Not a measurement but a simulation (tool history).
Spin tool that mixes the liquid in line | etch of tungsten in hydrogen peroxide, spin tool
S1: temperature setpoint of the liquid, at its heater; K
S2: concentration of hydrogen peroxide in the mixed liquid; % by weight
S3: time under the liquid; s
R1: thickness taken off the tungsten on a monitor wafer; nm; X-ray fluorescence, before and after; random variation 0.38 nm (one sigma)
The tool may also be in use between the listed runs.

| run | hour | S1 | S2 | S3 | R1 |
|---|---|---|---|---|---|
| 1 | 0.0 | 325.15 | 26 | 15 | 29.608 |
| 2 | 7.3 | 327.65 | 26 | 15 | 35.136 |
| 3 | 8.7 | 329.15 | 26 | 15 | 37.919 |
| 4 | 17.0 | 330.15 | 26 | 15 | 40.322 |
| 5 | 21.9 | 326.65 | 26 | 15 | 33.167 |
| 6 | 29.4 | 328.65 | 26 | 15 | 37.608 |
| 7 | 36.5 | 329.65 | 26 | 15 | 39.690 |
| 8 | 38.8 | 330.65 | 26 | 15 | 41.812 |

The next listed run, before its measurement:
| 9 | 45.8 | 331.15 | 26 | 15 | ? |

{"run 9": {"R1": 43.287}}
